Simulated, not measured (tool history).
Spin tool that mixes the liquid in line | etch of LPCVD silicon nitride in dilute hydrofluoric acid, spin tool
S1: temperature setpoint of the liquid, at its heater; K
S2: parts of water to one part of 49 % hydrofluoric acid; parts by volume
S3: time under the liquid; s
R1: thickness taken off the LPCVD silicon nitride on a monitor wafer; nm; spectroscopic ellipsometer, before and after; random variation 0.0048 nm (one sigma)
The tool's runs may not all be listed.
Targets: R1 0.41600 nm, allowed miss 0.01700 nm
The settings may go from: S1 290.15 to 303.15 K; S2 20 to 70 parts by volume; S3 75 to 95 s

{"run": 1, "hour": 0.0, "S1": 295.15, "S2": 40, "S3": 95, "R1": 0.84951}
{"run": 2, "hour": 4.5, "S1": 295.15, "S2": 40, "S3": 75, "R1": 0.67981}
{"run": 3, "hour": 7.5, "S1": 296.65, "S2": 40, "S3": 75, "R1": 0.74308}
{"run": 4, "hour": 11.2, "S1": 293.65, "S2": 40, "S3": 75, "R1": 0.60151}
{"run": 5, "hour": 19.2, "S1": 293.65, "S2": 30, "S3": 75, "R1": 0.80095}
{"run": 6, "hour": 26.3, "S1": 293.65, "S2": 45, "S3": 75, "R1": 0.5428}
{"run": 7, "hour": 32.8, "S1": 293.15, "S2": 45, "S3": 75, "R1": 0.53538}
{"run": 8, "hour": 40.8, "S1": 292.65, "S2": 45, "S3": 75, "R1": 0.50392}
{"hour": 49.0, "done": "thermometer replaced"}
{"run": 9, "hour": 49.0, "S1": 290.15, "S2": 45, "S3": 75, "R1": 0.46533}

4 next moves are on the table. One of them brings every result within its allowed miss. Which?
{"run": "A", "hour": 57.2, "S1": 290.15, "S2": 60, "S3": 80, "R1": "?"}
{"run": "B", "hour": 57.2, "S1": 290.15, "S2": 55, "S3": 80, "R1": "?"}
{"run": "C", "hour": 57.2, "S1": 293.15, "S2": 55, "S3": 80, "R1": "?"}
{"run": "D", "hour": 57.2, "S1": 290.65, "S2": 60, "S3": 75, "R1": "?"}

move=A R1=0.38100
move=B R1=0.41452
move=C R1=0.51157
move=D R1=0.37003
A: takes the result that was furthest off past its target
B: meets every target
C: further off than the last run
D: takes the result that was furthest off past its target
Move B is the one to make.
